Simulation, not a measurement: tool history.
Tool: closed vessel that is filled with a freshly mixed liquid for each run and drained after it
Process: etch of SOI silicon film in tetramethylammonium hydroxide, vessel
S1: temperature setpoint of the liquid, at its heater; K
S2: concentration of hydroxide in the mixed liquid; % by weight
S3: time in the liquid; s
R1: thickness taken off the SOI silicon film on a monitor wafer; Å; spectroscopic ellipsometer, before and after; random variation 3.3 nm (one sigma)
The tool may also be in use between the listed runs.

run	hour	S1	S2	S3	R1
1	0.0	340.15	11.0	85	4894.5
2	4.4	340.15	11.0	90	4994.8
3	8.5	338.65	11.0	90	4627.6
4	15.1	337.65	11.0	90	4426.3
5	19.7	340.15	11.0	90	5152.1
6	28.4	340.15	9.0	90	5391.4
7	35.4	340.15	9.0	90	5577.6
8	41.1	338.15	9.0	90	4849.0
9	47.2	336.65	9.0	90	4449.4

Forecast run 10:
10	50.0	335.65	9.0	90	?

{"run 10": {"R1": 4119.0}}
